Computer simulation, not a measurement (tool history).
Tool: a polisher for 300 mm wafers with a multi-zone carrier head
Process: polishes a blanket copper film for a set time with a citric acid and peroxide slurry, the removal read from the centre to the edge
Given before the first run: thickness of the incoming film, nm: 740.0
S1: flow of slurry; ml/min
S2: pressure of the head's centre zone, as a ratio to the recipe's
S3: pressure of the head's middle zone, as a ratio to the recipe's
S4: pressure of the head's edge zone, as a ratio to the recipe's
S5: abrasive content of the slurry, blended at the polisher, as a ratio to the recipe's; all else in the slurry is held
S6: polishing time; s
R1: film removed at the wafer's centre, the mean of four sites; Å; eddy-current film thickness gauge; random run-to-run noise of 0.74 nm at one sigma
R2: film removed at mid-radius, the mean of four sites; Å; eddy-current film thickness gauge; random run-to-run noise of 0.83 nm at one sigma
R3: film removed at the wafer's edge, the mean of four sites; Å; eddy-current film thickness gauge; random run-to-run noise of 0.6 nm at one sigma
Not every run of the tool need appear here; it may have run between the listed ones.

| run | hour | S1 | S2 | S3 | S4 | S5 | S6 | R1 | R2 | R3 |
|---|---|---|---|---|---|---|---|---|---|---|
| 1 | 0.0 | 205 | 1.00 | 1.00 | 1.00 | 1.0 | 31 | 510.30 | 510.22 | 505.18 |
| 2 | 6.4 | 205 | 1.00 | 1.00 | 0.94 | 1.0 | 31 | 517.62 | 503.67 | 494.23 |
| 3 | 9.5 | 205 | 1.00 | 1.03 | 0.94 | 1.0 | 31 | 523.18 | 523.97 | 497.48 |
| 4 | 11.4 | 205 | 1.00 | 1.03 | 0.94 | 1.0 | 34 | 583.46 | 587.83 | 532.32 |
| 5 | 13.5 | 205 | 1.07 | 1.03 | 0.94 | 1.0 | 34 | 599.07 | 589.26 | 545.02 |
| 6 | 17.3 | 205 | 1.12 | 1.03 | 0.94 | 1.0 | 34 | 635.89 | 571.56 | 534.76 |
| 7 | 20.3 | 205 | 1.07 | 1.04 | 0.97 | 1.0 | 34 | 608.40 | 582.81 | 539.95 |

What does the tool deliver on the next run?
| 8 | 23.7 | 205 | 1.07 | 1.04 | 0.97 | 1.0 | 34 | ? | ? | ? |

R1: 613.56 Å
R2: 600.21 Å
R3: 537.05 Å

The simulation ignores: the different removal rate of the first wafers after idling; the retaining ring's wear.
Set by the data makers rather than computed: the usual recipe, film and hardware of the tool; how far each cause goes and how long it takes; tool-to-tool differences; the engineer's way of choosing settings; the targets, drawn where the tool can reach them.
